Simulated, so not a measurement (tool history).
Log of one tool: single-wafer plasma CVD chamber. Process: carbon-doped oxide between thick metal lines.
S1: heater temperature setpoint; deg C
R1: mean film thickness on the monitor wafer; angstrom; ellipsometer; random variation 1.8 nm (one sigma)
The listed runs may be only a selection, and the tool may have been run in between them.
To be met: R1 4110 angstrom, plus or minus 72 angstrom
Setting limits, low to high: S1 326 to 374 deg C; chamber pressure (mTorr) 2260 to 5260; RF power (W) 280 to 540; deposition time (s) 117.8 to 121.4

Run 1, hour 0: S1 350 deg C, chamber pressure (mTorr) 3760, RF power (W) 410, deposition time (s) 117.8. Result: R1 4818.5 angstrom.
Run 2, hour 5.9: S1 350 deg C, chamber pressure (mTorr) 3760, RF power (W) 410, deposition time (s) 121.4. Result: R1 4908.4 angstrom.
Run 3, hour 9.9: S1 350 deg C, chamber pressure (mTorr) 4430, RF power (W) 410, deposition time (s) 121.4. Result: R1 5137.3 angstrom.
Run 4, hour 17.4: S1 341 deg C, chamber pressure (mTorr) 4430, RF power (W) 410, deposition time (s) 121.4. Result: R1 5232.5 angstrom.
Run 5, hour 24.2: S1 336 deg C, chamber pressure (mTorr) 4430, RF power (W) 410, deposition time (s) 121.4. Result: R1 5282.3 angstrom.
Run 6, hour 27.6: S1 339 deg C, chamber pressure (mTorr) 3910, RF power (W) 390, deposition time (s) 121.2. Result: R1 4909.3 angstrom.
Run 7, hour 36: S1 341 deg C, chamber pressure (mTorr) 3490, RF power (W) 380, deposition time (s) 121.1. Result: R1 4660.9 angstrom.
Run 8, hour 36.7: S1 343 deg C, chamber pressure (mTorr) 3160, RF power (W) 375, deposition time (s) 121.1. Result: R1 4532.2 angstrom.
Run 9, hour 40.6: S1 345 deg C, chamber pressure (mTorr) 2920, RF power (W) 370, deposition time (s) 121.1. Result: R1 4434.2 angstrom.
Run 10, hour 42.8: S1 346 deg C, chamber pressure (mTorr) 2740, RF power (W) 365, deposition time (s) 121.1. Result: R1 4300.3 angstrom.
At hour 47.1: thermocouple changed; heater temperature recalibrated.
Run 11, hour 47.1: S1 348 deg C, chamber pressure (mTorr) 2630, RF power (W) 365, deposition time (s) 121.1. Result: R1 4348.7 angstrom.
Run 12, hour 54.8: S1 348 deg C, chamber pressure (mTorr) 2570, RF power (W) 360, deposition time (s) 121. Result: R1 4287.7 angstrom.
Run 13, hour 62.7: S1 348 deg C, chamber pressure (mTorr) 2520, RF power (W) 355, deposition time (s) 121. Result: R1 4246.6 angstrom.

Consider the 4 candidate settings below. Which is the only one whose results all fall within their allowed miss of target?
Run A, hour 70.6: S1 357 deg C, chamber pressure (mTorr) 2670, RF power (W) 360, deposition time (s) 118.9. Result: R1 ?.
Run B, hour 70.6: S1 342 deg C, chamber pressure (mTorr) 2340, RF power (W) 360, deposition time (s) 121.4. Result: R1 ?.
Run C, hour 70.6: S1 360 deg C, chamber pressure (mTorr) 2820, RF power (W) 380, deposition time (s) 121.4. Result: R1 ?.
Run D, hour 70.6: S1 358 deg C, chamber pressure (mTorr) 2990, RF power (W) 370, deposition time (s) 121.4. Result: R1 ?.

move      R1
   A  4103.7
   B  4313.1
   C    4384
   D    4334
A: hits every target within its allowed miss
B: further off than the last run
C: further off than the last run
D: further off than the last run
Correct choice: A, which meets every target

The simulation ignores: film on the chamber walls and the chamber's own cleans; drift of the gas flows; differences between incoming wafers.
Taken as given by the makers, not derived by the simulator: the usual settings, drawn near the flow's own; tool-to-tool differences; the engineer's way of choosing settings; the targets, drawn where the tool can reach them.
